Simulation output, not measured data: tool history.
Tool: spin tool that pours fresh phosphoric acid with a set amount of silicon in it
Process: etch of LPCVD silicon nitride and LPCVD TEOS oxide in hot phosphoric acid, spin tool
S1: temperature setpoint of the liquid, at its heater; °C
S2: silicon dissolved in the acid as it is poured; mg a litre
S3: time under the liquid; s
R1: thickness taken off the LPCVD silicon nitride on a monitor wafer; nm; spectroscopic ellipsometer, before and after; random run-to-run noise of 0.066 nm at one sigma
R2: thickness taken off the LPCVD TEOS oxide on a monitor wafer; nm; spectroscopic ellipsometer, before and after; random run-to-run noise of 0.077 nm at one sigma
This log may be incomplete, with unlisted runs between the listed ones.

Run 1, hour 0.0: S1 161.0 °C, S2 11.5 mg a litre, S3 85 s. Result: R1 6.8593 nm, R2 0.31932 nm.
Run 2, hour 3.1: S1 162.0 °C, S2 9.5 mg a litre, S3 95 s. Result: R1 7.8499 nm, R2 0.46263 nm.
Run 3, hour 4.2: S1 163.0 °C, S2 11.0 mg a litre, S3 105 s. Result: R1 8.9727 nm, R2 0.50961 nm.
Run 4, hour 6.0: S1 163.0 °C, S2 16.0 mg a litre, S3 105 s. Result: R1 8.9623 nm, R2 0.51020 nm.
Run 5, hour 14.6: S1 163.0 °C, S2 12.5 mg a litre, S3 105 s. Result: R1 8.9598 nm, R2 0.45999 nm.
Run 6, hour 22.7: S1 162.0 °C, S2 12.5 mg a litre, S3 105 s. Result: R1 8.7158 nm, R2 0.48676 nm.
Run 7, hour 31.1: S1 163.0 °C, S2 12.0 mg a litre, S3 110 s. Result: R1 9.5121 nm, R2 0.52010 nm.
Run 8, hour 38.8: S1 163.5 °C, S2 10.5 mg a litre, S3 115 s. Result: R1 10.0820 nm, R2 0.59467 nm.
Run 9, hour 45.6: S1 164.0 °C, S2 10.0 mg a litre, S3 120 s. Result: R1 10.5740 nm, R2 0.65023 nm.
Run 10, hour 49.6: S1 164.5 °C, S2 9.5 mg a litre, S3 125 s. Result: R1 11.2690 nm, R2 0.74255 nm.
Run 11, hour 54.1: S1 165.0 °C, S2 10.0 mg a litre, S3 130 s. Result: R1 11.9530 nm, R2 0.59261 nm.

Predict the results of run 12:
Run 12, hour 62.4: S1 164.5 °C, S2 8.0 mg a litre, S3 130 s. Result: R1 ?, R2 ?.

Run 12 gave R1 11.7900 nm, R2 0.77144 nm.

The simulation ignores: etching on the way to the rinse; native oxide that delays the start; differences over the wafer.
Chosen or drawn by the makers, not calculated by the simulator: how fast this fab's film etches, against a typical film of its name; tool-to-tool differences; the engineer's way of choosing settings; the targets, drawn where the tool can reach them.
